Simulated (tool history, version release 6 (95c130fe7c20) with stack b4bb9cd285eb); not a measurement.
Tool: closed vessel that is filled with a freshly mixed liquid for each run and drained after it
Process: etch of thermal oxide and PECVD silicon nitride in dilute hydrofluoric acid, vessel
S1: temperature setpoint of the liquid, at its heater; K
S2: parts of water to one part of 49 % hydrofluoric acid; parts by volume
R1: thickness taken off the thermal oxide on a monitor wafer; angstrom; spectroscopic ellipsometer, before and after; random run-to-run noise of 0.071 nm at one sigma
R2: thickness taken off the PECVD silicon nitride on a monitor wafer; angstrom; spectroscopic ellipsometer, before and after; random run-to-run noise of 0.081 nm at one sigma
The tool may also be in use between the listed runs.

{"run": 1, "day": 0.0, "S1": 296.15, "S2": 50, "time in the liquid (s)": 60, "R1": 62.849, "R2": 74.001}
{"run": 2, "day": 0.262, "S1": 296.65, "S2": 45, "time in the liquid (s)": 60, "R1": 71.362, "R2": 86.406}
{"run": 3, "day": 0.454, "S1": 299.15, "S2": 45, "time in the liquid (s)": 60, "R1": 78.595, "R2": 100.79}
{"run": 4, "day": 0.65, "S1": 299.15, "S2": 55, "time in the liquid (s)": 60, "R1": 64.45, "R2": 81.528}
{"run": 5, "day": 0.883, "S1": 298.65, "S2": 50, "time in the liquid (s)": 60, "R1": 68.55, "R2": 86.162}
{"run": 6, "day": 1.188, "S1": 298.15, "S2": 45, "time in the liquid (s)": 60, "R1": 76.741, "R2": 94.667}
{"run": 7, "day": 1.538, "S1": 297.65, "S2": 45, "time in the liquid (s)": 60, "R1": 73.135, "R2": 90.356}

Estimate the outcome of run 8 from the log above:
{"run": 8, "day": 1.708, "S1": 297.15, "S2": 40, "time in the liquid (s)": 60, "R1": "?", "R2": "?"}

R1: 82.174 angstrom
R2: 99.284 angstrom
